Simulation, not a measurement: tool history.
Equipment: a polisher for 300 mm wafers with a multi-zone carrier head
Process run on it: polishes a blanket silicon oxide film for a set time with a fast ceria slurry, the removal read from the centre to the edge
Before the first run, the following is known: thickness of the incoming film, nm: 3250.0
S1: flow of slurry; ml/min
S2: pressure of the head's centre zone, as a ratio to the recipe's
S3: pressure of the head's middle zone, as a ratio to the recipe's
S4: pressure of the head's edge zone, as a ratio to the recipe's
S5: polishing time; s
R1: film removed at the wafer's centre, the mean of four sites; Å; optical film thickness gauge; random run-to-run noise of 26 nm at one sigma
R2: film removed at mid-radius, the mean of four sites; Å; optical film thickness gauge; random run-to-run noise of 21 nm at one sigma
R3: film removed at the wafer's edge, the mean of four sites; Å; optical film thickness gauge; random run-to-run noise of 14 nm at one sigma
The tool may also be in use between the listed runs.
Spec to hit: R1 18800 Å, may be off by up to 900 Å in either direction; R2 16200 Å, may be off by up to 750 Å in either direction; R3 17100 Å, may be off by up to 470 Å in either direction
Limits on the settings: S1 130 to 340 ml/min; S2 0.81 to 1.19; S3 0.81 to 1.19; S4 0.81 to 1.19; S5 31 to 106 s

| run | hour | S1 | S2 | S3 | S4 | S5 | R1 | R2 | R3 |
|---|---|---|---|---|---|---|---|---|---|
| 1 | 0 | 220 | 1 | 1 | 1 | 68 | 11430 | 11763 | 12370 |
| 2 | 7.5 | 225 | 1.02 | 1 | 1.01 | 70 | 12214 | 12153 | 12849 |
| 3 | 10.1 | 230 | 1.04 | 1.01 | 1.02 | 72 | 13275 | 12474 | 13211 |
| 4 | 16.2 | 230 | 1.04 | 1.02 | 1.03 | 74 | 13365 | 13394 | 13648 |
| 5 | 25 | 185 | 1.04 | 1.02 | 1.03 | 74 | 12613 | 12703 | 13371 |
| 6 | 29.6 | 185 | 1.04 | 1.02 | 1.08 | 74 | 12930 | 12504 | 13645 |
| 7 | 36.3 | 195 | 1.05 | 1.02 | 1.09 | 75 | 13267 | 12869 | 13881 |
| 8 | 38.8 | 200 | 1.06 | 1.02 | 1.1 | 76 | 13639 | 13307 | 14542 |
|  | 41.7 | slurry nozzle cleaned |
| 9 | 41.7 | 210 | 1.08 | 1.02 | 1.1 | 77 | 14845 | 14363 | 15467 |
| 10 | 48.6 | 220 | 1.09 | 1.01 | 1.08 | 77 | 15263 | 14447 | 15182 |
| 11 | 52.2 | 230 | 1.1 | 1 | 1.08 | 77 | 15684 | 14034 | 15143 |
| 12 | 55.2 | 240 | 1.11 | 1 | 1.09 | 77 | 16009 | 14955 | 15434 |
| 13 | 56.7 | 240 | 1.11 | 1 | 1.09 | 77 | 15568 | 14389 | 15401 |
| 14 | 62 | 245 | 1.12 | 1 | 1.09 | 77 | 16166 | 14588 | 15548 |
| 15 | 63.5 | 250 | 1.13 | 1 | 1.1 | 77 | 16166 | 14377 | 15400 |
| 16 | 66.1 | 255 | 1.14 | 1 | 1.11 | 77 | 15905 | 14459 | 15783 |
| 17 | 68.1 | 255 | 1.15 | 1 | 1.11 | 78 | 16879 | 15033 | 15740 |
| 18 | 70.5 | 260 | 1.15 | 1 | 1.12 | 78 | 16717 | 15004 | 16111 |
| 19 | 76.6 | 265 | 1.15 | 1 | 1.12 | 78 | 16392 | 14895 | 15942 |
| 20 | 85.2 | 265 | 1.17 | 1 | 1.11 | 80 | 17572 | 15427 | 16241 |
| 21 | 91.7 | 270 | 1.17 | 1 | 1.11 | 80 | 17647 | 15151 | 16498 |

Consider the 5 candidate settings below. Which is the only one whose results all fall within their allowed miss of target?
| A | 98.2 | 230 | 1.19 | 0.82 | 0.99 | 89 | ? | ? | ? |
| B | 98.2 | 270 | 1.1 | 0.91 | 1.19 | 83 | ? | ? | ? |
| C | 98.2 | 275 | 1.19 | 1.07 | 1.11 | 78 | ? | ? | ? |
| D | 98.2 | 280 | 1.11 | 1.05 | 1.19 | 76 | ? | ? | ? |
| E | 98.2 | 295 | 1.19 | 1.02 | 1.12 | 82 | ? | ? | ? |

| move | R1 | R2 | R3 |
|---|---|---|---|
| A | 19491 | 14556 | 17197 |
| B | 17262 | 14853 | 17833 |
| C | 17520 | 15673 | 16162 |
| D | 16024 | 15099 | 16352 |
| E | 18564 | 16039 | 17174 |
A: moves away from the targets compared with the last run
B: moves away from the targets compared with the last run
C: meets the target for the result that was furthest off, but another lies outside its allowed miss
D: moves away from the targets compared with the last run
E: in spec on every target
Answer: E
